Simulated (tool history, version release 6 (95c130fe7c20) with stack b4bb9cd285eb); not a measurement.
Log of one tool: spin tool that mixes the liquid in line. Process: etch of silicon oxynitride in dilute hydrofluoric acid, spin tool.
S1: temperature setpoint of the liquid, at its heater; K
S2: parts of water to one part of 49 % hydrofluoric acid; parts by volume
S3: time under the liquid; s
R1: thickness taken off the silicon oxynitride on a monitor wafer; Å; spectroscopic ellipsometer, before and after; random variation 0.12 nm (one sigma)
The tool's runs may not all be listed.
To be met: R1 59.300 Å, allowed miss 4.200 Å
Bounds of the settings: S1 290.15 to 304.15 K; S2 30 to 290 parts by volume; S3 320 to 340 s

| run | hour | S1 | S2 | S3 | R1 |
|---|---|---|---|---|---|
| 1 | 0.0 | 296.15 | 160 | 320 | 29.877 |
| 2 | 1.6 | 296.15 | 135 | 320 | 37.504 |
| 3 | 5.9 | 297.15 | 130 | 320 | 39.229 |
| 4 | 13.7 | 297.65 | 125 | 320 | 43.868 |
| 5 | 19.1 | 297.65 | 150 | 320 | 34.322 |
| 6 | 19.7 | 297.65 | 185 | 320 | 27.196 |
| 7 | 21.3 | 298.65 | 175 | 320 | 30.211 |
| 8 | 25.2 | 299.15 | 165 | 320 | 33.963 |
| 9 | 31.4 | 299.65 | 155 | 320 | 36.075 |
| 10 | 32.6 | 300.15 | 145 | 320 | 40.178 |

Which of these 5 next moves meets every target?
| A | 33.8 | 302.15 | 165 | 340 | ? |
| B | 33.8 | 296.15 | 195 | 320 | ? |
| C | 33.8 | 300.15 | 180 | 320 | ? |
| D | 33.8 | 303.65 | 125 | 340 | ? |
| E | 33.8 | 304.15 | 110 | 340 | ? |

| move | R1 |
|---|---|
| A | 40.998 |
| B | 24.437 |
| C | 32.000 |
| D | 60.024 |
| E | 70.802 |
A: as far off as the last run
B: further off than the last run
C: further off than the last run
D: meets every target
E: takes the result that was furthest off past its target
Move D is the one to make.

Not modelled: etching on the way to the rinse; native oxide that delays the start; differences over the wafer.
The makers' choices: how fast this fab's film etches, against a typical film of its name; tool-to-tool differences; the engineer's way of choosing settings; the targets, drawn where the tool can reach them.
